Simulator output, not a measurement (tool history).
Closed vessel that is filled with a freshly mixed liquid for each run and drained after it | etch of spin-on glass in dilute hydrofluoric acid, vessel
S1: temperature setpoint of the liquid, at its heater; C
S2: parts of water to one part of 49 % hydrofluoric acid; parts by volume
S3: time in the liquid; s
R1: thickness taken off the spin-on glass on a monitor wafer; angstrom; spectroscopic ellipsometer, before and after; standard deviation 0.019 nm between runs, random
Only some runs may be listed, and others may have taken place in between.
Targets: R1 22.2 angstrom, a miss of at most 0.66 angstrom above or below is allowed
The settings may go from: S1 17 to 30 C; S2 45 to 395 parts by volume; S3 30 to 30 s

run	day	S1	S2	S3	R1
1	0	22	220	30	33.469
2	0.196	22	170	30	45.476
3	0.4	20.5	200	30	35.538
4	0.617	20.5	275	30	24.015
5	0.708	20.5	240	30	28.661
6	1.096	23	240	30	30.769
7	1.246	21.5	250	30	27.893
8	1.554	17.5	275	30	21.362

Below are 5 possible settings for the next run. Only one of them brings all results inside the allowed miss of their targets. Which is it?
A	1.862	21	285	30	?
B	1.862	18	270	30	?
C	1.862	19.5	275	30	?
D	1.862	20	305	30	?
E	1.862	17	280	30	?

move	R1
A	23.569
B	22.555
C	23.327
D	20.855
E	20.756
A: pushes the last run's worst result past its target
B: every result within its allowed miss
C: pushes the last run's worst result past its target
D: misses by more than the last run did
E: misses by more than the last run did
B meets every target.
